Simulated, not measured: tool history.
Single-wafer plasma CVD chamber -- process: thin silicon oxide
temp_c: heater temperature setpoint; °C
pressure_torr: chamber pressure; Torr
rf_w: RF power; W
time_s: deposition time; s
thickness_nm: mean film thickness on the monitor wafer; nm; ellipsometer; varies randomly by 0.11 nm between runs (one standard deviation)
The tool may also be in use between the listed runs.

run,hour,temp_c,pressure_torr,rf_w,time_s,thickness_nm
1,0,405,0.642,285,9.76,14.215
2,5.5,405,0.743,285,9.76,16.346
3,14.5,397,0.743,285,9.76,16.55
4,16.9,403,0.743,285,9.76,16.216
5,20.5,402,0.763,285,9.76,16.799
6,21.1,402,0.841,285,9.76,18.208

Run 7 is up next; what results do you expect?
7,28.3,401,0.846,285,9.76,?

Run 7 came out at thickness_nm 18.466 nm.
